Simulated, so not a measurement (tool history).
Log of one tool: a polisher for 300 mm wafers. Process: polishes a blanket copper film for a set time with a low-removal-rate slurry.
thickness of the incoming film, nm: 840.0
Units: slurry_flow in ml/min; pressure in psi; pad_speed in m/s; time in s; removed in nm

run	hour	slurry_flow	pressure	pad_speed	slurry_solids	time	removed
1	0.0	175	2.8	1.00	1.00	58	171.88
2	4.0	175	2.8	1.00	1.20	58	180.61
3	10.0	175	2.8	1.00	1.20	52	159.37
4	18.5	175	2.8	1.00	1.35	52	167.63
5	21.7	175	3.4	1.00	1.35	52	199.22
6	25.9	175	3.4	1.00	1.50	52	199.98
7	34.5	175	3.1	1.00	1.50	52	184.33
8	38.4	175	2.8	1.00	1.50	52	170.06
9	45.5	175	2.6	1.00	1.50	52	163.43
10	48.5	175	2.4	1.00	1.50	52	145.76
11	56.0	175	2.3	1.00	1.50	52	143.87

Forecast run 12:
12	57.8	175	2.2	1.00	1.50	52	?

{"run 12": {"removed": 137.08}}
